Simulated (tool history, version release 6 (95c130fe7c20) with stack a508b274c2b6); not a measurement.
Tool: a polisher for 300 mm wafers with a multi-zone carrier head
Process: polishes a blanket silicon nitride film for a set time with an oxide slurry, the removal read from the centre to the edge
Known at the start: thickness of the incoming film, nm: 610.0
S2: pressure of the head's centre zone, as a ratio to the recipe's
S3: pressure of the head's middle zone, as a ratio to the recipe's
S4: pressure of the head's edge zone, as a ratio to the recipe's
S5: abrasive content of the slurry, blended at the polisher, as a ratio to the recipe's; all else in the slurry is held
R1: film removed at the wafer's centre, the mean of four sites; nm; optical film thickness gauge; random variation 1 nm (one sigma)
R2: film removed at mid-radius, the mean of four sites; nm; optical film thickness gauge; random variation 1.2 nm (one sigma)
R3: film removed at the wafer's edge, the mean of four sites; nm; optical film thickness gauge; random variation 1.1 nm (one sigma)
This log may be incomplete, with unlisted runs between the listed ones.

{"run": 1, "hour": 0.0, "flow of slurry (ml/min)": 140, "S2": 1, "S3": 1, "S4": 1, "S5": 1, "polishing time (s)": 80, "R1": 82.323, "R2": 85.552, "R3": 82.718}
{"run": 2, "hour": 3.4, "flow of slurry (ml/min)": 155, "S2": 1.04, "S3": 0.99, "S4": 1.01, "S5": 1, "polishing time (s)": 80, "R1": 88.226, "R2": 86.083, "R3": 85.66}
{"run": 3, "hour": 8.2, "flow of slurry (ml/min)": 135, "S2": 1.04, "S3": 0.99, "S4": 1.01, "S5": 1, "polishing time (s)": 80, "R1": 85.096, "R2": 83.57, "R3": 82.638}
{"run": 4, "hour": 16.7, "flow of slurry (ml/min)": 150, "S2": 1.07, "S3": 0.99, "S4": 1, "S5": 1, "polishing time (s)": 80, "R1": 90.137, "R2": 86.178, "R3": 85.429}
{"run": 5, "hour": 18.7, "flow of slurry (ml/min)": 165, "S2": 1.1, "S3": 0.99, "S4": 0.98, "S5": 1, "polishing time (s)": 80, "R1": 94.555, "R2": 84.356, "R3": 84.79}
{"run": 6, "hour": 25.2, "flow of slurry (ml/min)": 175, "S2": 1.12, "S3": 1.01, "S4": 0.98, "S5": 1, "polishing time (s)": 80, "R1": 97.224, "R2": 91.392, "R3": 84.33}
{"run": 7, "hour": 29.7, "flow of slurry (ml/min)": 180, "S2": 1.14, "S3": 1, "S4": 0.99, "S5": 1, "polishing time (s)": 80, "R1": 100.74, "R2": 90.036, "R3": 86.398}
{"run": 8, "hour": 36.4, "flow of slurry (ml/min)": 185, "S2": 1.15, "S3": 1, "S4": 1, "S5": 1, "polishing time (s)": 80, "R1": 101.37, "R2": 89.097, "R3": 87.741}

Estimate the outcome of run 9 from the log above:
{"run": 9, "hour": 45.1, "flow of slurry (ml/min)": 190, "S2": 1.16, "S3": 1, "S4": 1, "S5": 1, "polishing time (s)": 80, "R1": "?", "R2": "?", "R3": "?"}

Run 9 came out at R1 102.58 nm, R2 88.892 nm, R3 85.795 nm.

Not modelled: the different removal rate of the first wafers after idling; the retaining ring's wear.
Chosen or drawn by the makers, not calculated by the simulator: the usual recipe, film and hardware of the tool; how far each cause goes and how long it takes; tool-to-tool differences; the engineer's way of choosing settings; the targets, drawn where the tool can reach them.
